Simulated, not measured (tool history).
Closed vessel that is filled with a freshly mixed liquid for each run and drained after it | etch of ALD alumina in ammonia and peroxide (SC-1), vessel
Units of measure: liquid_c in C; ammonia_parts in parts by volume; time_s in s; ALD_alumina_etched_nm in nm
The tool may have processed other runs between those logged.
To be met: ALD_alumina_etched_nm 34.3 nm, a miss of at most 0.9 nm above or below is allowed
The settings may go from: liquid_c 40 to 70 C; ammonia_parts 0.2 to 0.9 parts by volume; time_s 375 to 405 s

run 1 hour=0 | liquid_c=56 ammonia_parts=0.5 time_s=375 | ALD_alumina_etched_nm=30.456
run 2 hour=1.2 | liquid_c=56.5 ammonia_parts=0.5 time_s=375 | ALD_alumina_etched_nm=31.164
run 3 hour=6.2 | liquid_c=63.5 ammonia_parts=0.5 time_s=375 | ALD_alumina_etched_nm=44.682
run 4 hour=11.7 | liquid_c=63.5 ammonia_parts=0.45 time_s=375 | ALD_alumina_etched_nm=43.587
run 5 hour=18.7 | liquid_c=63 ammonia_parts=0.45 time_s=375 | ALD_alumina_etched_nm=42.747
-- hour=25.6 ammonia flow meter replaced
run 6 hour=25.6 | liquid_c=63 ammonia_parts=0.4 time_s=375 | ALD_alumina_etched_nm=42.307
run 7 hour=31.7 | liquid_c=62.5 ammonia_parts=0.4 time_s=375 | ALD_alumina_etched_nm=41.286
run 8 hour=37.9 | liquid_c=62 ammonia_parts=0.4 time_s=375 | ALD_alumina_etched_nm=40.754
run 9 hour=41.5 | liquid_c=61.5 ammonia_parts=0.4 time_s=375 | ALD_alumina_etched_nm=39.465
run 10 hour=50.8 | liquid_c=61 ammonia_parts=0.4 time_s=375 | ALD_alumina_etched_nm=38.973
run 11 hour=55.7 | liquid_c=60.5 ammonia_parts=0.4 time_s=375 | ALD_alumina_etched_nm=37.914
run 12 hour=64.5 | liquid_c=59.5 ammonia_parts=0.4 time_s=375 | ALD_alumina_etched_nm=35.699

5 next moves are on the table. One of them brings every result within its allowed miss. Which?
run A hour=73.3 | liquid_c=58.5 ammonia_parts=0.55 time_s=400 | ALD_alumina_etched_nm=?
run B hour=73.3 | liquid_c=58.5 ammonia_parts=0.5 time_s=375 | ALD_alumina_etched_nm=?
run C hour=73.3 | liquid_c=60 ammonia_parts=0.45 time_s=390 | ALD_alumina_etched_nm=?
run D hour=73.3 | liquid_c=58 ammonia_parts=0.45 time_s=405 | ALD_alumina_etched_nm=?
run E hour=73.3 | liquid_c=60.5 ammonia_parts=0.2 time_s=385 | ALD_alumina_etched_nm=?

move=A ALD_alumina_etched_nm=37.385
move=B ALD_alumina_etched_nm=34.734
move=C ALD_alumina_etched_nm=38.644
move=D ALD_alumina_etched_nm=36.189
move=E ALD_alumina_etched_nm=36.247
A: the biggest miss grows against the last run
B: in spec on every target
C: the biggest miss grows against the last run
D: the biggest miss grows against the last run
E: the biggest miss grows against the last run
The right move is B.
